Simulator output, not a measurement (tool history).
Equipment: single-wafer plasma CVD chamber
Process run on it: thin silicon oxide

| run | day | heater temperature setpoint (°C) | chamber pressure (Pa) | RF power (W) | deposition time (s) | mean film thickness on the monitor wafer (Å) |
|---|---|---|---|---|---|---|
| 1 | 0 | 390 | 118.7 | 235 | 10.27 | 168.6 |
| 2 | 0.108 | 390 | 128.5 | 235 | 10.27 | 183.27 |
| 3 | 0.333 | 390 | 128.5 | 215 | 10.27 | 173.85 |
| 4 | 0.629 | 390 | 128.5 | 215 | 10.6 | 178.78 |
| 5 | 0.958 | 390 | 135.5 | 215 | 10.6 | 186.46 |
| 6 | 1.225 | 390 | 135.5 | 215 | 10.27 | 181.11 |

Predict the results of run 7:
| 7 | 1.371 | 390 | 142.5 | 215 | 10.27 | ? |

mean film thickness on the monitor wafer (Å): 187.87
